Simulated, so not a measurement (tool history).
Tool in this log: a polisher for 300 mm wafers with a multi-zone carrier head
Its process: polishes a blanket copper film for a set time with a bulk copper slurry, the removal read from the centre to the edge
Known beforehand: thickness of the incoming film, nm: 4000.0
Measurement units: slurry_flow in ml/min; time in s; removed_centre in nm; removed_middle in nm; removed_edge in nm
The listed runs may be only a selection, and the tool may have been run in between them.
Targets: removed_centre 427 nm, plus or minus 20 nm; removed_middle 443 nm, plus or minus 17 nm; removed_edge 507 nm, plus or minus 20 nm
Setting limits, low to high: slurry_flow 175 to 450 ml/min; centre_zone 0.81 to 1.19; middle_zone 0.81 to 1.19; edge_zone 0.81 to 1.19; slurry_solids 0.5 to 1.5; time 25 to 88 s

run,hour,slurry_flow,centre_zone,middle_zone,edge_zone,slurry_solids,time,removed_centre,removed_middle,removed_edge
1,0,290,1,1,1,1,56,707.4,623.76,668.75
2,3.9,250,1,1,1,1,56,692.43,616.2,668.25
3,7.3,240,0.96,0.99,1,0.9,53,623.09,579.09,616.31
4,12.4,185,0.96,0.99,1,0.9,53,589.75,547.71,598.13
5,13.1,185,0.96,0.99,1.03,0.9,53,596.31,539.26,614.97
6,21.2,185,0.91,0.99,1.03,0.9,53,557.24,529.91,604.61
7,27.7,185,0.89,0.99,1.03,0.85,51,517.38,517.68,576.69
8,35.2,185,0.87,0.97,1.03,0.8,50,498.35,485.59,555.72
9,39.2,180,0.86,0.97,1.04,0.75,49,470.16,484.33,549.31
10,41.2,185,0.84,0.91,0.98,0.55,47,412.73,419.38,486.56
11,45.2,190,0.84,0.92,0.99,0.55,47,429.69,421.38,484.47

Which one of the following 4 next-run settings gets every result inside its allowed miss? There is exactly one.
A,49.2,200,0.86,0.9,0.92,0.5,46,?,?,?
B,49.2,175,0.85,1.03,1,0.6,43,?,?,?
C,49.2,185,0.86,0.86,0.92,0.6,46,?,?,?
D,49.2,190,0.83,0.95,1.02,0.7,47,?,?,?

move,removed_centre,removed_middle,removed_edge
A,426.64,400.62,456.25
B,395.17,411.51,448.09
C,432.41,395.1,465.19
D,440.11,444,513.55
A: further off than the last run
B: further off than the last run
C: further off than the last run
D: hits every target within its allowed miss
Move D is the one to make.
